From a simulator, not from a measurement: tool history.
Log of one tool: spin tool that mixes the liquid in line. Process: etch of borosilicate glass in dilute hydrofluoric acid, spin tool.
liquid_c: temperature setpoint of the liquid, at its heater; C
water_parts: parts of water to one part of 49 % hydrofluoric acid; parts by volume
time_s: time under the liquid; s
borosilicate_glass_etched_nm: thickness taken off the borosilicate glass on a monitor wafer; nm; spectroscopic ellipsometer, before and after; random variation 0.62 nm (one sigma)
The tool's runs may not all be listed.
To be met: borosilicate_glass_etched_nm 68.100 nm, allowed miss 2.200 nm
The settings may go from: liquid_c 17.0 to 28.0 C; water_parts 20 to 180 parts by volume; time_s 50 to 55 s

run  hour  liquid_c  water_parts  time_s  borosilicate_glass_etched_nm
  1   0.0      20.0          100      50                        21.130
  2   8.0      20.0          100      55                        23.076
  3  12.5      21.5           90      55                        28.012
  4  17.1      22.5           80      55                        32.965
  5  23.0      22.5           80      50                        29.667
  6  26.8      23.5           70      50                        35.789
  7  29.3      24.0           65      50                        40.105
  8  36.2      24.5           60      50                        44.656
  9  38.3      25.0           55      50                        49.639
 10  46.8      28.0           35      50                        90.691
 11  55.8      27.5           35      50                        88.476
 12  56.4      27.0           35      50                        85.451
 13  64.3      27.0           35      50                        85.657
 14  72.6      26.5           35      50                        86.158
 15  74.5      25.5           35      50                        82.205
 16  81.9      24.5           35      50                        77.776
 17  83.6      24.0           35      50                        76.810

Which of these 4 next moves meets every target?
  A  85.3      19.0           35      55                             ?
  B  85.3      28.0           50      50                             ?
  C  85.3      23.5           40      55                             ?
  D  85.3      24.0           30      50                             ?

move  borosilicate_glass_etched_nm
   A                        69.045
   B                        62.617
   C                        72.676
   D                        91.158
A: meets every target
B: takes the result that was furthest off past its target
C: nearer than the last run, and not there yet
D: further off than the last run
The right move is A.

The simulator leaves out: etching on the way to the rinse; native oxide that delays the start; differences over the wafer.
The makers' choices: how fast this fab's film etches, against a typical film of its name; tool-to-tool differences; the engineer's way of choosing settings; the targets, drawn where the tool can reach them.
